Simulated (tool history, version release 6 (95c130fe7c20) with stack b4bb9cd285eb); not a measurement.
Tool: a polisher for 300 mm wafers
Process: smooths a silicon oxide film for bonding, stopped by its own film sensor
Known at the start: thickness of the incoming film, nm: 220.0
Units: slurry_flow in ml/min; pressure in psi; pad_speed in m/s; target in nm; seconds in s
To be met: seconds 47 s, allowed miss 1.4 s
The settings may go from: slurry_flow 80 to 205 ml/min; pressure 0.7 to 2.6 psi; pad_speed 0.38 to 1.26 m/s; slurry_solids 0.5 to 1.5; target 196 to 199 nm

{"run": 1, "hour": 0.0, "slurry_flow": 135, "pressure": 1.6, "pad_speed": 0.82, "slurry_solids": 1, "target": 196, "seconds": 67.801}
{"run": 2, "hour": 7.7, "slurry_flow": 140, "pressure": 1.7, "pad_speed": 0.82, "slurry_solids": 1, "target": 196, "seconds": 64.176}
{"run": 3, "hour": 12.6, "slurry_flow": 145, "pressure": 1.8, "pad_speed": 0.82, "slurry_solids": 1, "target": 196, "seconds": 60.036}
{"run": 4, "hour": 20.6, "slurry_flow": 145, "pressure": 1.8, "pad_speed": 0.64, "slurry_solids": 1, "target": 196, "seconds": 73.998}
{"run": 5, "hour": 23.1, "slurry_flow": 150, "pressure": 2, "pad_speed": 0.64, "slurry_solids": 1, "target": 196, "seconds": 65.792}
{"run": 6, "hour": 30.4, "slurry_flow": 150, "pressure": 2, "pad_speed": 0.64, "slurry_solids": 1, "target": 196, "seconds": 65.278}
{"run": 7, "hour": 39.4, "slurry_flow": 155, "pressure": 2.1, "pad_speed": 0.64, "slurry_solids": 1, "target": 196, "seconds": 62.242}
{"run": 8, "hour": 41.2, "slurry_flow": 160, "pressure": 2.6, "pad_speed": 0.66, "slurry_solids": 1, "target": 196, "seconds": 49.431}

5 next moves are on the table. One of them brings every result within its allowed miss. Which?
{"run": "A", "hour": 43.0, "slurry_flow": 145, "pressure": 2.6, "pad_speed": 0.66, "slurry_solids": 0.95, "target": 196, "seconds": "?"}
{"run": "B", "hour": 43.0, "slurry_flow": 165, "pressure": 2.3, "pad_speed": 0.7, "slurry_solids": 1, "target": 196, "seconds": "?"}
{"run": "C", "hour": 43.0, "slurry_flow": 160, "pressure": 2.6, "pad_speed": 0.68, "slurry_solids": 0.95, "target": 197, "seconds": "?"}
{"run": "D", "hour": 43.0, "slurry_flow": 160, "pressure": 2.5, "pad_speed": 0.76, "slurry_solids": 1, "target": 197, "seconds": "?"}
{"run": "E", "hour": 43.0, "slurry_flow": 105, "pressure": 2.5, "pad_speed": 0.84, "slurry_solids": 0.85, "target": 199, "seconds": "?"}

move=A seconds=51.419
move=B seconds=53.342
move=C seconds=47.496
move=D seconds=44.577
move=E seconds=43.228
A: further off than the last run
B: further off than the last run
C: meets every target
D: takes the result that was furthest off past its target
E: takes the result that was furthest off past its target
The right move is C.

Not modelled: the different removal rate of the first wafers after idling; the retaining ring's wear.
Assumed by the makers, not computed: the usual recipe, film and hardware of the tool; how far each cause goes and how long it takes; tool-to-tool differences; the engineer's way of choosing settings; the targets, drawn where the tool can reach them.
